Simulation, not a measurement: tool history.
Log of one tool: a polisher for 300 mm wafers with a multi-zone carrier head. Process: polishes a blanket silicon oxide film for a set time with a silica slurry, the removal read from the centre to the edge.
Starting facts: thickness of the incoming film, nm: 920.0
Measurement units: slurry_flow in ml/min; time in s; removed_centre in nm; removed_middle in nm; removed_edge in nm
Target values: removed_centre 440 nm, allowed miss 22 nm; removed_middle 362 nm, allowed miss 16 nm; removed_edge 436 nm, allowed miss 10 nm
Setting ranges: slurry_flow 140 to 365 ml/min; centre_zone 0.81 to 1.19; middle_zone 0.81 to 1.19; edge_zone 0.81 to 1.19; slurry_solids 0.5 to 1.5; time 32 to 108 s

Run 1, hour 0: slurry_flow 235 ml/min, centre_zone 1, middle_zone 1, edge_zone 1, slurry_solids 1, time 70 s. Result: removed_centre 254.96 nm, removed_middle 258.94 nm, removed_edge 261.27 nm.
Run 2, hour 6.3: slurry_flow 235 ml/min, centre_zone 1, middle_zone 1.05, edge_zone 1, slurry_solids 1, time 70 s. Result: removed_centre 262.81 nm, removed_middle 267.56 nm, removed_edge 261.22 nm.
Run 3, hour 13.5: slurry_flow 235 ml/min, centre_zone 1, middle_zone 1.05, edge_zone 1, slurry_solids 1, time 62 s. Result: removed_centre 232.99 nm, removed_middle 235.31 nm, removed_edge 233.95 nm.
Run 4, hour 20.8: slurry_flow 240 ml/min, centre_zone 1.03, middle_zone 1.02, edge_zone 1.03, slurry_solids 1.1, time 66 s. Result: removed_centre 257.95 nm, removed_middle 264.48 nm, removed_edge 262.09 nm.
Run 5, hour 26.1: slurry_flow 240 ml/min, centre_zone 1.03, middle_zone 1.02, edge_zone 1.03, slurry_solids 1.2, time 66 s. Result: removed_centre 272.67 nm, removed_middle 274.13 nm, removed_edge 278.74 nm.
Run 6, hour 31: slurry_flow 230 ml/min, centre_zone 1.06, middle_zone 0.98, edge_zone 1.04, slurry_solids 1.25, time 70 s. Result: removed_centre 313.47 nm, removed_middle 291.09 nm, removed_edge 302.03 nm.
Run 7, hour 39.5: slurry_flow 230 ml/min, centre_zone 1.07, middle_zone 0.96, edge_zone 1.06, slurry_solids 1.3, time 72 s. Result: removed_centre 328.8 nm, removed_middle 292.05 nm, removed_edge 320.53 nm.
Run 8, hour 47: slurry_flow 235 ml/min, centre_zone 1.08, middle_zone 0.96, edge_zone 1.08, slurry_solids 1.35, time 74 s. Result: removed_centre 344.67 nm, removed_middle 313.33 nm, removed_edge 336.53 nm.
Run 9, hour 49.9: slurry_flow 235 ml/min, centre_zone 1.08, middle_zone 0.94, edge_zone 1.09, slurry_solids 1.4, time 76 s. Result: removed_centre 361.62 nm, removed_middle 312.42 nm, removed_edge 353.74 nm.

Consider the 5 candidate settings below. Which is the only one whose results all fall within their allowed miss of target?
Run A, hour 52.8: slurry_flow 205 ml/min, centre_zone 1.19, middle_zone 0.89, edge_zone 1.06, slurry_solids 1.3, time 95 s. Result: removed_centre ?, removed_middle ?, removed_edge ?.
Run B, hour 52.8: slurry_flow 205 ml/min, centre_zone 1.07, middle_zone 0.84, edge_zone 1.09, slurry_solids 1.5, time 86 s. Result: removed_centre ?, removed_middle ?, removed_edge ?.
Run C, hour 52.8: slurry_flow 180 ml/min, centre_zone 0.95, middle_zone 0.87, edge_zone 1.11, slurry_solids 1.45, time 95 s. Result: removed_centre ?, removed_middle ?, removed_edge ?.
Run D, hour 52.8: slurry_flow 260 ml/min, centre_zone 1.19, middle_zone 1.03, edge_zone 1.16, slurry_solids 1.5, time 80 s. Result: removed_centre ?, removed_middle ?, removed_edge ?.
Run E, hour 52.8: slurry_flow 220 ml/min, centre_zone 1.07, middle_zone 0.87, edge_zone 1.08, slurry_solids 1.4, time 95 s. Result: removed_centre ?, removed_middle ?, removed_edge ?.

move  removed_centre  removed_middle  removed_edge
   A          471.93          355.49        412.35
   B          408.33           326.7        402.57
   C          386.13          359.43        435.72
   D          437.65          370.98        393.27
   E          443.08          364.42        433.19
A: nearer the targets than the last run, but a result is still out of spec
B: nearer the targets than the last run, but a result is still out of spec
C: brings the last run's worst result on target, with another outside its allowed miss
D: nearer the targets than the last run, but a result is still out of spec
E: every result within its allowed miss
Go with E: it meets all targets.

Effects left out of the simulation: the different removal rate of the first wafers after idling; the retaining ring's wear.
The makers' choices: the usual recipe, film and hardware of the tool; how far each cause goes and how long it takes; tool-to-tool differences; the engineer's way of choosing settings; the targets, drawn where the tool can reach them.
